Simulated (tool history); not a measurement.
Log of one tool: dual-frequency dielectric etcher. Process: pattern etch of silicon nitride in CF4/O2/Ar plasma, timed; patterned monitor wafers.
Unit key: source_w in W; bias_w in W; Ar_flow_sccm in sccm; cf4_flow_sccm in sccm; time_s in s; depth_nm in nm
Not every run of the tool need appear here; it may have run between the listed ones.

Run 1, hour 0.0: source_w 530 W, bias_w 49 W, Ar_flow_sccm 136 sccm, cf4_flow_sccm 97 sccm, time_s 196.0 s. Result: depth_nm 387.34 nm.
Run 2, hour 7.5: source_w 570 W, bias_w 49 W, Ar_flow_sccm 136 sccm, cf4_flow_sccm 97 sccm, time_s 196.0 s. Result: depth_nm 413.77 nm.
Run 3, hour 15.7: source_w 570 W, bias_w 49 W, Ar_flow_sccm 120 sccm, cf4_flow_sccm 97 sccm, time_s 196.0 s. Result: depth_nm 422.63 nm.
Run 4, hour 19.9: source_w 600 W, bias_w 49 W, Ar_flow_sccm 120 sccm, cf4_flow_sccm 97 sccm, time_s 196.0 s. Result: depth_nm 445.20 nm.
Run 5, hour 22.8: source_w 600 W, bias_w 49 W, Ar_flow_sccm 120 sccm, cf4_flow_sccm 108 sccm, time_s 196.0 s. Result: depth_nm 452.31 nm.
Run 6, hour 25.9: source_w 620 W, bias_w 49 W, Ar_flow_sccm 120 sccm, cf4_flow_sccm 108 sccm, time_s 196.0 s. Result: depth_nm 466.96 nm.

Predict the results of run 7:
Run 7, hour 29.7: source_w 630 W, bias_w 49 W, Ar_flow_sccm 120 sccm, cf4_flow_sccm 108 sccm, time_s 196.0 s. Result: depth_nm ?.

{"run 7": {"depth_nm": 475.91}}
